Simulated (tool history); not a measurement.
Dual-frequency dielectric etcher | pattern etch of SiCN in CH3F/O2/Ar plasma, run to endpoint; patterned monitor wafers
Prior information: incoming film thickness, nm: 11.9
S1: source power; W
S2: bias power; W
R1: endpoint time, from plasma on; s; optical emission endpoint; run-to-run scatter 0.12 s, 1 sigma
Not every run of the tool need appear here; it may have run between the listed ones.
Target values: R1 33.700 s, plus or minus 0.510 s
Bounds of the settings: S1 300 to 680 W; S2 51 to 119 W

run 1 day=0.000 | S1=490 S2=85 | R1=29.541
run 2 day=0.162 | S1=490 S2=79 | R1=30.557
run 3 day=0.254 | S1=450 S2=78 | R1=31.758
run 4 day=0.542 | S1=450 S2=91 | R1=29.330
run 5 day=0.621 | S1=490 S2=91 | R1=28.423
run 6 day=0.808 | S1=490 S2=105 | R1=26.652
run 7 day=0.925 | S1=390 S2=88 | R1=31.629
run 8 day=0.992 | S1=370 S2=88 | R1=32.129
run 9 day=1.038 | S1=350 S2=88 | R1=32.744
run 10 day=1.192 | S1=310 S2=87 | R1=34.753

Exercise: of the 5 proposed moves below, exactly one satisfies all targets within the stated allowed misses. Which move is it?
run A day=1.346 | S1=300 S2=88 | R1=?
run B day=1.346 | S1=310 S2=86 | R1=?
run C day=1.346 | S1=300 S2=99 | R1=?
run D day=1.346 | S1=300 S2=90 | R1=?
run E day=1.346 | S1=370 S2=81 | R1=?

move=A R1=34.934
move=B R1=34.898
move=C R1=32.956
move=D R1=34.546
move=E R1=33.604
A: the biggest miss grows against the last run
B: the biggest miss grows against the last run
C: takes the result that was furthest off past its target
D: moves toward the targets from the last run without getting all of them in spec
E: every result lands within tolerance
The right move is E.

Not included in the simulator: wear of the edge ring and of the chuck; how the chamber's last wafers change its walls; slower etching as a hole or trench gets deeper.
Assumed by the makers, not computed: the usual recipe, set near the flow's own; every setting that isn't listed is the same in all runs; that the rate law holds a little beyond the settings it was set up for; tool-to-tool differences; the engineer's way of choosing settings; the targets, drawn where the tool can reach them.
